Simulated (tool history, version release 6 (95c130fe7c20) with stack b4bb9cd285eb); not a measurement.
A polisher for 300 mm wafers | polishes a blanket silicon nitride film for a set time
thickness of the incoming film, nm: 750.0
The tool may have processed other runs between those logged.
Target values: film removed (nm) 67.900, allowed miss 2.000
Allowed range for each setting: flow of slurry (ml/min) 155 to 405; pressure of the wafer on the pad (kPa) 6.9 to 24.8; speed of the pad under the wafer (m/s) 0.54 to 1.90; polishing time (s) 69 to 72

run,hour,flow of slurry (ml/min),pressure of the wafer on the pad (kPa),speed of the pad under the wafer (m/s),polishing time (s),film removed (nm)
1,0.0,260,15.9,1.22,69,81.908
2,8.3,260,15.2,1.22,69,78.985
3,12.6,260,14.5,1.22,69,75.429
4,15.2,260,13.8,1.22,69,71.393
5,21.4,325,13.8,1.22,69,73.443
6,22.3,325,13.8,1.22,72,75.652
7,25.9,325,13.1,1.22,72,72.395
# hour 31.1: head pressure recalibrated
8,31.1,325,12.4,1.22,72,77.280

4 next moves are on the table. One of them brings every result within its allowed miss. Which?
A,36.3,400,9.7,1.20,72,?
B,36.3,340,13.1,0.98,69,?
C,36.3,380,12.4,1.16,71,?
D,36.3,325,13.1,1.10,69,?

move,film removed (nm)
A,62.020
B,69.423
C,75.869
D,74.209
A: takes the result that was furthest off past its target
B: hits every target within its allowed miss
C: moves toward the targets from the last run without getting all of them in spec
D: moves toward the targets from the last run without getting all of them in spec
Move B is the one to make.
